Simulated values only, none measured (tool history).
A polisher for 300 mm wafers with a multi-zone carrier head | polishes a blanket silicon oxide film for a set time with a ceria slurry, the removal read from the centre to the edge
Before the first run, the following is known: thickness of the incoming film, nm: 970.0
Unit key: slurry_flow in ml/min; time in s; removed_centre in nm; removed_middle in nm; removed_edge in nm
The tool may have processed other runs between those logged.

{"run": 1, "hour": 0.0, "slurry_flow": 170, "centre_zone": 1, "middle_zone": 1, "edge_zone": 1, "time": 72, "removed_centre": 400.35, "removed_middle": 396.91, "removed_edge": 392.8}
{"run": 2, "hour": 4.9, "slurry_flow": 170, "centre_zone": 0.95, "middle_zone": 1, "edge_zone": 1, "time": 72, "removed_centre": 373.92, "removed_middle": 392.02, "removed_edge": 397.27}
{"run": 3, "hour": 10.8, "slurry_flow": 210, "centre_zone": 0.95, "middle_zone": 1, "edge_zone": 1, "time": 72, "removed_centre": 387.69, "removed_middle": 401.41, "removed_edge": 399.89}
{"run": 4, "hour": 16.9, "slurry_flow": 185, "centre_zone": 0.95, "middle_zone": 1, "edge_zone": 1, "time": 72, "removed_centre": 382.16, "removed_middle": 397.69, "removed_edge": 400.62}
{"run": 5, "hour": 23.1, "slurry_flow": 185, "centre_zone": 1.01, "middle_zone": 1, "edge_zone": 1, "time": 72, "removed_centre": 405.25, "removed_middle": 394.12, "removed_edge": 391.36}
{"run": 6, "hour": 31.6, "slurry_flow": 180, "centre_zone": 0.99, "middle_zone": 0.99, "edge_zone": 0.98, "time": 68, "removed_centre": 376.19, "removed_middle": 371.06, "removed_edge": 366.41}
{"run": 7, "hour": 32.9, "slurry_flow": 175, "centre_zone": 0.97, "middle_zone": 0.98, "edge_zone": 0.97, "time": 65, "removed_centre": 347.09, "removed_middle": 349.78, "removed_edge": 352.29}
{"run": 8, "hour": 36.2, "slurry_flow": 175, "centre_zone": 0.95, "middle_zone": 0.97, "edge_zone": 0.95, "time": 63, "removed_centre": 333.9, "removed_middle": 328.33, "removed_edge": 338.21}
{"run": 9, "hour": 39.6, "slurry_flow": 170, "centre_zone": 0.93, "middle_zone": 0.97, "edge_zone": 0.94, "time": 61, "removed_centre": 311.14, "removed_middle": 321.57, "removed_edge": 323.27}
{"run": 10, "hour": 46.3, "slurry_flow": 170, "centre_zone": 0.93, "middle_zone": 0.97, "edge_zone": 0.94, "time": 61, "removed_centre": 314.8, "removed_middle": 317.13, "removed_edge": 327.78}
{"run": 11, "hour": 51.8, "slurry_flow": 165, "centre_zone": 0.91, "middle_zone": 0.97, "edge_zone": 0.93, "time": 60, "removed_centre": 303.71, "removed_middle": 321.75, "removed_edge": 318.27}
{"run": 12, "hour": 54.4, "slurry_flow": 115, "centre_zone": 0.81, "middle_zone": 0.87, "edge_zone": 0.96, "time": 49, "removed_centre": 199.92, "removed_middle": 215.81, "removed_edge": 255.7}
{"run": 13, "hour": 58.1, "slurry_flow": 125, "centre_zone": 0.81, "middle_zone": 0.88, "edge_zone": 0.96, "time": 49, "removed_centre": 206.2, "removed_middle": 222.27, "removed_edge": 253.84}
{"run": 14, "hour": 59.5, "slurry_flow": 135, "centre_zone": 0.81, "middle_zone": 0.89, "edge_zone": 0.97, "time": 49, "removed_centre": 209.94, "removed_middle": 231.52, "removed_edge": 261.99}
{"run": 15, "hour": 61.3, "slurry_flow": 140, "centre_zone": 0.81, "middle_zone": 0.89, "edge_zone": 0.97, "time": 49, "removed_centre": 209.46, "removed_middle": 230.02, "removed_edge": 261.86}
{"run": 16, "hour": 68.7, "slurry_flow": 140, "centre_zone": 0.81, "middle_zone": 0.89, "edge_zone": 0.97, "time": 49, "removed_centre": 210.93, "removed_middle": 232.08, "removed_edge": 260.4}
{"run": 17, "hour": 76.3, "slurry_flow": 145, "centre_zone": 0.81, "middle_zone": 0.89, "edge_zone": 0.97, "time": 49, "removed_centre": 212.43, "removed_middle": 238.63, "removed_edge": 256.14}
{"run": 18, "hour": 77.7, "slurry_flow": 145, "centre_zone": 0.82, "middle_zone": 0.89, "edge_zone": 0.98, "time": 49, "removed_centre": 215.11, "removed_middle": 232.62, "removed_edge": 263.91}
{"run": 19, "hour": 81.5, "slurry_flow": 150, "centre_zone": 0.82, "middle_zone": 0.89, "edge_zone": 0.98, "time": 49, "removed_centre": 215.83, "removed_middle": 236.12, "removed_edge": 269.16}
{"run": 20, "hour": 82.1, "slurry_flow": 155, "centre_zone": 0.82, "middle_zone": 0.89, "edge_zone": 0.97, "time": 49, "removed_centre": 217.46, "removed_middle": 234.48, "removed_edge": 263.68}
{"run": 21, "hour": 89.2, "slurry_flow": 160, "centre_zone": 0.82, "middle_zone": 0.89, "edge_zone": 0.97, "time": 49, "removed_centre": 219.84, "removed_middle": 239.81, "removed_edge": 262.96}

Expected results for the next run?
{"run": 22, "hour": 91.2, "slurry_flow": 165, "centre_zone": 0.82, "middle_zone": 0.89, "edge_zone": 0.97, "time": 49, "removed_centre": "?", "removed_middle": "?", "removed_edge": "?"}

removed_centre: 221.46 nm
removed_middle: 239.49 nm
removed_edge: 261.75 nm
